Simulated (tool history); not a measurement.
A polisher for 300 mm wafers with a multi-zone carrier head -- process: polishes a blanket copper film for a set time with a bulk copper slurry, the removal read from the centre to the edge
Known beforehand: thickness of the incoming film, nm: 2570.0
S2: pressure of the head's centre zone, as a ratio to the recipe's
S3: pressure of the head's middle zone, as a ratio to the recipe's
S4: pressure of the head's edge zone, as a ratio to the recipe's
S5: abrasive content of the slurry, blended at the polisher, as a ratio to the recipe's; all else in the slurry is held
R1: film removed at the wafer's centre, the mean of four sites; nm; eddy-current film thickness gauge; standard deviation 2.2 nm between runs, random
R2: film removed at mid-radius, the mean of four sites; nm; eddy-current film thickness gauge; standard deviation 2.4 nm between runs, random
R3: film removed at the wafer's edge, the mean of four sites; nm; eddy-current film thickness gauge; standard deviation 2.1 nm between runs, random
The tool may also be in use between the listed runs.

Run 1, hour 0: flow of slurry (ml/min) 180, S2 1, S3 1, S4 1, S5 1, polishing time (s) 66. Result: R1 541.89 nm, R2 529.65 nm, R3 537.3 nm.
Run 2, hour 0.7: flow of slurry (ml/min) 170, S2 0.99, S3 0.95, S4 0.96, S5 0.85, polishing time (s) 56. Result: R1 435.1 nm, R2 419.86 nm, R3 426.82 nm.
Run 3, hour 5.3: flow of slurry (ml/min) 170, S2 0.99, S3 0.95, S4 0.96, S5 0.7, polishing time (s) 56. Result: R1 416.73 nm, R2 388.75 nm, R3 408.86 nm.
Run 4, hour 13.2: flow of slurry (ml/min) 125, S2 0.99, S3 0.95, S4 0.96, S5 0.7, polishing time (s) 56. Result: R1 393.2 nm, R2 368.35 nm, R3 391.91 nm.
Run 5, hour 20.9: flow of slurry (ml/min) 120, S2 0.99, S3 0.92, S4 0.94, S5 0.65, polishing time (s) 51. Result: R1 350.06 nm, R2 327.58 nm, R3 350.94 nm.
Run 6, hour 25.5: flow of slurry (ml/min) 120, S2 1.05, S3 0.92, S4 0.94, S5 0.65, polishing time (s) 51. Result: R1 365.07 nm, R2 327.36 nm, R3 353.8 nm.
Run 7, hour 32.1: flow of slurry (ml/min) 120, S2 1.05, S3 0.9, S4 0.92, S5 0.6, polishing time (s) 47. Result: R1 332.46 nm, R2 290.45 nm, R3 314.12 nm.
Run 8, hour 40.3: flow of slurry (ml/min) 120, S2 1.05, S3 0.9, S4 0.92, S5 0.6, polishing time (s) 47. Result: R1 335.45 nm, R2 291.47 nm, R3 308.43 nm.
Run 9, hour 45.9: flow of slurry (ml/min) 115, S2 1.03, S3 0.88, S4 0.92, S5 0.55, polishing time (s) 46. Result: R1 316.21 nm, R2 274.5 nm, R3 302.23 nm.
Run 10, hour 47.4: flow of slurry (ml/min) 115, S2 1.01, S3 0.86, S4 0.9, S5 0.55, polishing time (s) 45. Result: R1 296.97 nm, R2 262.27 nm, R3 291.04 nm.
Run 11, hour 48.7: flow of slurry (ml/min) 115, S2 1.01, S3 0.85, S4 0.88, S5 0.55, polishing time (s) 45. Result: R1 293.85 nm, R2 260.84 nm, R3 287.17 nm.
Run 12, hour 55.3: flow of slurry (ml/min) 115, S2 1.01, S3 0.85, S4 0.88, S5 0.55, polishing time (s) 45. Result: R1 296.58 nm, R2 260.95 nm, R3 290.4 nm.
Run 13, hour 57.8: flow of slurry (ml/min) 115, S2 1.01, S3 0.84, S4 0.87, S5 0.55, polishing time (s) 44. Result: R1 289.96 nm, R2 253.23 nm, R3 283.2 nm.
Run 14, hour 59.4: flow of slurry (ml/min) 115, S2 1.01, S3 0.83, S4 0.86, S5 0.55, polishing time (s) 44. Result: R1 292.41 nm, R2 248.78 nm, R3 277.13 nm.
Run 15, hour 65.5: flow of slurry (ml/min) 115, S2 1, S3 0.83, S4 0.85, S5 0.55, polishing time (s) 44. Result: R1 289.7 nm, R2 248.66 nm, R3 277.5 nm.

Run 16 is up next; what results do you expect?
Run 16, hour 69.4: flow of slurry (ml/min) 115, S2 0.99, S3 0.83, S4 0.84, S5 0.55, polishing time (s) 44. Result: R1 ?, R2 ?, R3 ?.

R1: 280.96 nm
R2: 251.14 nm
R3: 275.98 nm
